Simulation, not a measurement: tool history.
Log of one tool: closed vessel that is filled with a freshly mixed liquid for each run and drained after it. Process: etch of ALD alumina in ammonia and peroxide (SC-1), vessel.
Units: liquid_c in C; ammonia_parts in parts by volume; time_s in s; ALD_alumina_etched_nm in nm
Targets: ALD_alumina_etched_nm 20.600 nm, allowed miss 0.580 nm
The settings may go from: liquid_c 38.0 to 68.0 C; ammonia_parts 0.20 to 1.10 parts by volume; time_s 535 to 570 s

run	hour	liquid_c	ammonia_parts	time_s	ALD_alumina_etched_nm
1	0.0	52.0	0.60	535	35.579
2	1.7	50.5	0.60	535	33.084
3	9.6	49.0	0.60	535	30.466
4	13.7	49.0	0.40	535	29.343
5	20.6	55.5	0.40	535	41.828
6	23.5	53.5	0.40	535	37.450
7	29.0	52.0	0.40	535	34.730
8	30.8	50.5	0.40	535	31.916
9	36.3	49.5	0.40	535	30.134
10	39.8	48.5	0.40	535	28.621
11	48.8	47.5	0.40	535	26.906
12	55.3	47.0	0.40	535	26.383
13	57.4	46.5	0.40	535	25.508
14	64.3	46.0	0.40	535	25.034

4 next moves are on the table. One of them brings every result within its allowed miss. Which?
A	71.2	41.5	0.40	535	?
B	71.2	42.0	0.20	555	?
C	71.2	41.5	0.50	535	?
D	71.2	42.5	0.35	555	?

move	ALD_alumina_etched_nm
A	19.043
B	19.032
C	19.454
D	20.673
A: takes the result that was furthest off past its target
B: takes the result that was furthest off past its target
C: takes the result that was furthest off past its target
D: meets every target
Move D is the one to make.
